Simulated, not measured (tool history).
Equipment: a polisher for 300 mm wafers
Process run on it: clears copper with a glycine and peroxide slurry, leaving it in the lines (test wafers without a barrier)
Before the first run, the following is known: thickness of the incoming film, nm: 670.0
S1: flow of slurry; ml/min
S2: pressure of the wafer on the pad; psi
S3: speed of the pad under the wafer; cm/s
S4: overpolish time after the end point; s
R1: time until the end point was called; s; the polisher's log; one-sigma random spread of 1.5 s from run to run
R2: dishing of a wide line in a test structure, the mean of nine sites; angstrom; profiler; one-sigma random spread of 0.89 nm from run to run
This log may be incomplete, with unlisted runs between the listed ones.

{"run": 1, "hour": 0.0, "S1": 290, "S2": 2.9, "S3": 128, "S4": 21, "R1": 94.724, "R2": 818.88}
{"run": 2, "hour": 9.0, "S1": 290, "S2": 2.7, "S3": 126, "S4": 22, "R1": 101.61, "R2": 783.83}
{"run": 3, "hour": 16.5, "S1": 290, "S2": 2.7, "S3": 126, "S4": 16, "R1": 100.39, "R2": 631.44}
{"run": 4, "hour": 20.9, "S1": 290, "S2": 3.2, "S3": 126, "S4": 16, "R1": 87.98, "R2": 702.98}
{"run": 5, "hour": 22.0, "S1": 290, "S2": 2.9, "S3": 124, "S4": 18, "R1": 97.377, "R2": 703.79}
{"run": 6, "hour": 25.2, "S1": 290, "S2": 2.7, "S3": 122, "S4": 20, "R1": 105.09, "R2": 724.02}
{"run": 7, "hour": 27.9, "S1": 290, "S2": 2.5, "S3": 122, "S4": 21, "R1": 109.84, "R2": 718.93}

For run 8, what comes out?
{"run": 8, "hour": 32.4, "S1": 290, "S2": 2.3, "S3": 120, "S4": 22, "R1": "?", "R2": "?"}

Logged for run 8: R1 121.41 s, R2 711.33 angstrom.

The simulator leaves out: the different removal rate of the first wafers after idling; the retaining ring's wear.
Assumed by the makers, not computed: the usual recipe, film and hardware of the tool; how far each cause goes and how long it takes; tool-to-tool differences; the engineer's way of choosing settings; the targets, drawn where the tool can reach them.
